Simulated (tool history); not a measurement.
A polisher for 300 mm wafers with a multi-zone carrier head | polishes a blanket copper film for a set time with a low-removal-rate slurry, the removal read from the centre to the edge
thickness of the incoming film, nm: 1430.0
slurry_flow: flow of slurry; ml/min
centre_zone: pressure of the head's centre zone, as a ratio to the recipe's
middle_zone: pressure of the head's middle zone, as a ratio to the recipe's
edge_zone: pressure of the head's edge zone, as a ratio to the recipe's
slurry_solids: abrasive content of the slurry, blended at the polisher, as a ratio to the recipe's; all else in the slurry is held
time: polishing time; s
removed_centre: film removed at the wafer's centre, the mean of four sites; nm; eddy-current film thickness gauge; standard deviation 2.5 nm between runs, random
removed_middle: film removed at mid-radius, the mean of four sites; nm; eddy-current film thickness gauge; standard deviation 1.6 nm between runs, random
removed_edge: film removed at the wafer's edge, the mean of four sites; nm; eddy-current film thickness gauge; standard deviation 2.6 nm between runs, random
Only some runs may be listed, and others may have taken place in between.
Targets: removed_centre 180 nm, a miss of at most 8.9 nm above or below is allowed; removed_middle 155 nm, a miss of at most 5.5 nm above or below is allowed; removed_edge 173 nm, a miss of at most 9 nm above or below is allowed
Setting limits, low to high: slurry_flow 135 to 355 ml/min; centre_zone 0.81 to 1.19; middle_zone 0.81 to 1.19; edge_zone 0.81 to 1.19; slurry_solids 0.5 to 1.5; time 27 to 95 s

run 1 hour=0 | slurry_flow=225 centre_zone=1 middle_zone=1 edge_zone=1 slurry_solids=1 time=61 | removed_centre=121.75 removed_middle=117.58 removed_edge=120.85
run 2 hour=2.6 | slurry_flow=245 centre_zone=1 middle_zone=1 edge_zone=1 slurry_solids=1 time=61 | removed_centre=124.23 removed_middle=120.21 removed_edge=122.5
run 3 hour=7.9 | slurry_flow=245 centre_zone=1.01 middle_zone=1 edge_zone=1.01 slurry_solids=1.05 time=62 | removed_centre=127.97 removed_middle=123.78 removed_edge=126.91
run 4 hour=11.2 | slurry_flow=245 centre_zone=1.01 middle_zone=1 edge_zone=1.01 slurry_solids=0.95 time=62 | removed_centre=122.39 removed_middle=120.84 removed_edge=123.96
run 5 hour=19.5 | slurry_flow=245 centre_zone=1.01 middle_zone=1 edge_zone=1.01 slurry_solids=0.95 time=57 | removed_centre=115.15 removed_middle=110.6 removed_edge=113.99
run 6 hour=22.8 | slurry_flow=245 centre_zone=1.01 middle_zone=1 edge_zone=1.01 slurry_solids=1.1 time=57 | removed_centre=117.31 removed_middle=117.02 removed_edge=115.77
run 7 hour=31.7 | slurry_flow=240 centre_zone=1.02 middle_zone=0.99 edge_zone=1.02 slurry_solids=1.15 time=59 | removed_centre=126.82 removed_middle=118.91 removed_edge=120.09
run 8 hour=36.6 | slurry_flow=240 centre_zone=1.02 middle_zone=0.98 edge_zone=1.03 slurry_solids=1.2 time=61 | removed_centre=129.24 removed_middle=124.09 removed_edge=130.95
run 9 hour=40.3 | slurry_flow=240 centre_zone=1.04 middle_zone=0.98 edge_zone=1.04 slurry_solids=1.25 time=62 | removed_centre=139.64 removed_middle=127.95 removed_edge=130.59
run 10 hour=46.9 | slurry_flow=240 centre_zone=1.04 middle_zone=0.98 edge_zone=1.04 slurry_solids=1.25 time=62 | removed_centre=135.87 removed_middle=126.52 removed_edge=132.58
run 11 hour=48.2 | slurry_flow=240 centre_zone=1.05 middle_zone=0.98 edge_zone=1.05 slurry_solids=1.3 time=63 | removed_centre=140.75 removed_middle=128.31 removed_edge=133.94
run 12 hour=50.3 | slurry_flow=245 centre_zone=1.05 middle_zone=0.98 edge_zone=1.06 slurry_solids=1.3 time=64 | removed_centre=147.6 removed_middle=131.43 removed_edge=139.72
run 13 hour=55.8 | slurry_flow=295 centre_zone=1.07 middle_zone=1.03 edge_zone=1.16 slurry_solids=1.5 time=68 | removed_centre=167.1 removed_middle=154.37 removed_edge=162.91

Consider the 5 candidate settings below. Which is the only one whose results all fall within their allowed miss of target?
run A hour=61.3 | slurry_flow=330 centre_zone=1.1 middle_zone=0.98 edge_zone=1.18 slurry_solids=1.5 time=70 | removed_centre=? removed_middle=? removed_edge=?
run B hour=61.3 | slurry_flow=335 centre_zone=0.95 middle_zone=1.07 edge_zone=1.19 slurry_solids=1.5 time=63 | removed_centre=? removed_middle=? removed_edge=?
run C hour=61.3 | slurry_flow=320 centre_zone=1.16 middle_zone=1.08 edge_zone=1.11 slurry_solids=1.5 time=64 | removed_centre=? removed_middle=? removed_edge=?
run D hour=61.3 | slurry_flow=275 centre_zone=1.06 middle_zone=1.06 edge_zone=1.15 slurry_solids=1.5 time=67 | removed_centre=? removed_middle=? removed_edge=?
run E hour=61.3 | slurry_flow=345 centre_zone=1.16 middle_zone=1.07 edge_zone=1.12 slurry_solids=1.5 time=63 | removed_centre=? removed_middle=? removed_edge=?

move=A removed_centre=176.36 removed_middle=153.22 removed_edge=174.11
move=B removed_centre=137.78 removed_middle=147.35 removed_edge=157.34
move=C removed_centre=169.44 removed_middle=149.94 removed_edge=154.12
move=D removed_centre=159.55 removed_middle=152.48 removed_edge=162.13
move=E removed_centre=168.05 removed_middle=147.59 removed_edge=153.18
A: all results land within tolerance of their targets
B: lands further from the targets than the last run did
C: lands further from the targets than the last run did
D: lands further from the targets than the last run did
E: lands further from the targets than the last run did
The right move is A.
